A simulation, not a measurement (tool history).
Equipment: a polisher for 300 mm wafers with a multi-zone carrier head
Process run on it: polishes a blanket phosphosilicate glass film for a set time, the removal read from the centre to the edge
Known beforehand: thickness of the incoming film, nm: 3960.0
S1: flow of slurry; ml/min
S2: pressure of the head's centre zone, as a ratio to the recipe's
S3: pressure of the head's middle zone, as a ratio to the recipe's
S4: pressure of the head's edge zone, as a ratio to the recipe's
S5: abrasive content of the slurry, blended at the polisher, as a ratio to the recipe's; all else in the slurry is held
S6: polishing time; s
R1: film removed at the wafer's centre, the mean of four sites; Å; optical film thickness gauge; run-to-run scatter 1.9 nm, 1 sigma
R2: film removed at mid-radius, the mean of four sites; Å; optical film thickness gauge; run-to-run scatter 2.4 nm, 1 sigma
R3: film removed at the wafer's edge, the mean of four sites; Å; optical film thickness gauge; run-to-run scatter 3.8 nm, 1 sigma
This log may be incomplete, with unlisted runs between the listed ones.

run,hour,S1,S2,S3,S4,S5,S6,R1,R2,R3
1,0.0,235,1.00,1.00,1.00,1.00,48,4314.9,4353.4,4429.8
2,2.4,235,1.08,1.00,1.00,1.00,48,4694.0,4364.2,4268.0
3,9.8,275,1.08,1.00,1.00,1.00,48,4756.2,4447.0,4282.3
4,17.0,315,1.08,1.00,1.00,1.00,48,4850.9,4507.2,4446.8
5,25.9,290,1.03,0.96,0.95,0.85,47,4114.3,3941.8,3846.5
6,27.9,290,1.03,0.96,1.02,0.85,47,4136.3,3914.5,3964.8
7,32.5,275,0.99,0.92,1.00,0.75,47,3673.5,3474.2,3645.5
8,34.7,260,0.96,0.89,0.96,0.70,47,3331.4,3253.5,3433.5
9,43.2,245,0.95,0.87,0.93,0.70,47,3303.0,3126.5,3349.3
10,44.4,235,0.93,0.86,0.90,0.70,47,3248.3,3092.3,3231.9
11,53.4,220,0.91,0.85,0.89,0.70,47,3100.3,3068.3,3251.7
12,60.1,215,0.90,0.84,0.88,0.70,47,3035.4,3015.9,3270.1
13,63.8,210,0.90,0.83,0.86,0.70,47,3116.1,2927.1,3183.5
14,71.7,205,0.89,0.83,0.85,0.70,47,2981.3,2984.9,3196.1
15,72.8,200,0.89,0.82,0.84,0.70,47,2987.9,2934.1,3100.6

What will run 16 give?
16,75.0,190,0.89,0.82,0.84,0.70,47,?,?,?

{"run 16": {"R1": 2963.6, "R2": 2900.0, "R3": 3091.2}}
